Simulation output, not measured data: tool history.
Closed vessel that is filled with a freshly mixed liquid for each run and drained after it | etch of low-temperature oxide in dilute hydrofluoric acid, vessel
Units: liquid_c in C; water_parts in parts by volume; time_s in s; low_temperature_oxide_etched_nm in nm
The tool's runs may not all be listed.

run    day  liquid_c  water_parts  time_s  low_temperature_oxide_etched_nm
  1      0        21          170     210                           28.002
  2    0.2      22.5          155     210                            33.24
  3  0.454      22.5          120     210                           43.851
  4  0.504      23.5          120     210                           45.601
  5  0.562      23.5          120     210                           45.582
  6  0.858      23.5          165     210                           31.444
  7  0.942      24.5          155     210                           35.806

Forecast run 8:
  8  1.25      25.5          145     210                                ?

Run 8 gave low_temperature_oxide_etched_nm 39.497 nm.
